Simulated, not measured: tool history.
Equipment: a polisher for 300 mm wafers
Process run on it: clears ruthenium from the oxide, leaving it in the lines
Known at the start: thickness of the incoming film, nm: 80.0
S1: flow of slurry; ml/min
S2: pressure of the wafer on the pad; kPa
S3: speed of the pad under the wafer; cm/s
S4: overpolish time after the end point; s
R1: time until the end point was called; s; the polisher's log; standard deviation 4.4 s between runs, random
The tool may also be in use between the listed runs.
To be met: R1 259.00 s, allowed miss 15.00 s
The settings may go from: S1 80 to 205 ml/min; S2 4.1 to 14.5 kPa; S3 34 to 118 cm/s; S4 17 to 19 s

{"run": 1, "day": 0.0, "S1": 135, "S2": 9.0, "S3": 76, "S4": 17, "R1": 166.0}
{"run": 2, "day": 0.212, "S1": 135, "S2": 11.0, "S3": 76, "S4": 17, "R1": 133.21}
{"run": 3, "day": 0.362, "S1": 135, "S2": 9.7, "S3": 74, "S4": 17, "R1": 152.38}
{"run": 4, "day": 0.454, "S1": 135, "S2": 9.7, "S3": 66, "S4": 17, "R1": 165.55}
{"run": 5, "day": 0.492, "S1": 135, "S2": 9.7, "S3": 66, "S4": 19, "R1": 161.44}
{"run": 6, "day": 0.658, "S1": 125, "S2": 9.7, "S3": 66, "S4": 19, "R1": 168.46}
{"run": 7, "day": 0.921, "S1": 120, "S2": 9.0, "S3": 66, "S4": 19, "R1": 180.23}
{"run": 8, "day": 1.158, "S1": 120, "S2": 8.3, "S3": 66, "S4": 19, "R1": 191.05}
{"run": 9, "day": 1.183, "S1": 120, "S2": 7.6, "S3": 66, "S4": 19, "R1": 207.29}
{"run": 10, "day": 1.454, "S1": 120, "S2": 6.9, "S3": 66, "S4": 19, "R1": 222.61}

Exactly one of the 5 candidate moves below puts every result within its allowed miss. Which one?
{"run": "A", "day": 1.725, "S1": 135, "S2": 5.5, "S3": 64, "S4": 18, "R1": "?"}
{"run": "B", "day": 1.725, "S1": 120, "S2": 9.0, "S3": 64, "S4": 19, "R1": "?"}
{"run": "C", "day": 1.725, "S1": 100, "S2": 4.8, "S3": 74, "S4": 18, "R1": "?"}
{"run": "D", "day": 1.725, "S1": 110, "S2": 4.8, "S3": 60, "S4": 17, "R1": "?"}
{"run": "E", "day": 1.725, "S1": 120, "S2": 7.6, "S3": 88, "S4": 18, "R1": "?"}

move=A R1=263.46
move=B R1=184.49
move=C R1=282.46
move=D R1=314.61
move=E R1=171.87
A: meets every target
B: the biggest miss grows against the last run
C: moves the result that the last run missed by most past its target, out the other side
D: moves the result that the last run missed by most past its target, out the other side
E: the biggest miss grows against the last run
So the answer is move A, the one that meets all the targets.

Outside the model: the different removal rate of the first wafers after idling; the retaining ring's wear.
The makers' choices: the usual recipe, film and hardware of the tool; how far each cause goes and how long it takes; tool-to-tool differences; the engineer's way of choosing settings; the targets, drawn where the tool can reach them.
